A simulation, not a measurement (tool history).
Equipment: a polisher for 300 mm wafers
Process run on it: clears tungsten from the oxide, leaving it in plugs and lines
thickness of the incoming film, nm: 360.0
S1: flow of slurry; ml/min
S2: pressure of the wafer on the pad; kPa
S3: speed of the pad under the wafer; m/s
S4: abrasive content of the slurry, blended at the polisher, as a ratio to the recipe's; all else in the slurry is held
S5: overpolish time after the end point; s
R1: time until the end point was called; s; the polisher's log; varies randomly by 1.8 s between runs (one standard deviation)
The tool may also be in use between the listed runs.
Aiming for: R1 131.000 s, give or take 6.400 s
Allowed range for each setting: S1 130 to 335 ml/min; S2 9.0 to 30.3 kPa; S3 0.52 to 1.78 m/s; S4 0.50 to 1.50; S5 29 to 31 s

{"run": 1, "hour": 0.0, "S1": 215, "S2": 19.3, "S3": 1.14, "S4": 1.0, "S5": 29, "R1": 74.32}
{"run": 2, "hour": 7.1, "S1": 215, "S2": 16.5, "S3": 1.12, "S4": 1.0, "S5": 29, "R1": 85.624}
{"run": 3, "hour": 10.0, "S1": 215, "S2": 16.5, "S3": 1.28, "S4": 1.0, "S5": 29, "R1": 76.52}
{"run": 4, "hour": 16.1, "S1": 215, "S2": 20.7, "S3": 1.28, "S4": 1.0, "S5": 29, "R1": 63.381}
{"run": 5, "hour": 21.2, "S1": 215, "S2": 20.7, "S3": 1.28, "S4": 1.15, "S5": 29, "R1": 60.668}
{"run": 6, "hour": 25.4, "S1": 215, "S2": 20.7, "S3": 1.28, "S4": 1.15, "S5": 31, "R1": 62.349}
{"run": 7, "hour": 33.6, "S1": 215, "S2": 17.2, "S3": 1.2, "S4": 1.15, "S5": 31, "R1": 76.021}
{"run": 8, "hour": 42.3, "S1": 215, "S2": 15.2, "S3": 1.14, "S4": 1.15, "S5": 31, "R1": 88.952}
{"run": 9, "hour": 44.7, "S1": 215, "S2": 13.8, "S3": 1.1, "S4": 1.15, "S5": 31, "R1": 99.277}
{"run": 10, "hour": 45.9, "S1": 215, "S2": 12.4, "S3": 1.08, "S4": 1.15, "S5": 31, "R1": 108.82}
{"run": 11, "hour": 51.1, "S1": 215, "S2": 11.7, "S3": 1.08, "S4": 1.15, "S5": 31, "R1": 113.28}
{"run": 12, "hour": 54.6, "S1": 215, "S2": 11.0, "S3": 1.08, "S4": 1.15, "S5": 31, "R1": 120.75}

4 candidate next runs follow, results not yet known. Just one meets every target within its allowed miss. Identify it.
{"run": "A", "hour": 58.1, "S1": 210, "S2": 11.0, "S3": 1.14, "S4": 1.15, "S5": 31, "R1": "?"}
{"run": "B", "hour": 58.1, "S1": 175, "S2": 13.8, "S3": 0.96, "S4": 0.9, "S5": 29, "R1": "?"}
{"run": "C", "hour": 58.1, "S1": 240, "S2": 9.7, "S3": 0.96, "S4": 1.05, "S5": 29, "R1": "?"}
{"run": "D", "hour": 58.1, "S1": 235, "S2": 9.0, "S3": 1.24, "S4": 1.05, "S5": 31, "R1": "?"}

move=A R1=113.040
move=B R1=111.020
move=C R1=142.410
move=D R1=127.210
A: lands further from the targets than the last run did
B: lands further from the targets than the last run did
C: takes the result that was furthest off past its target
D: meets every target
Move D is the one to make.
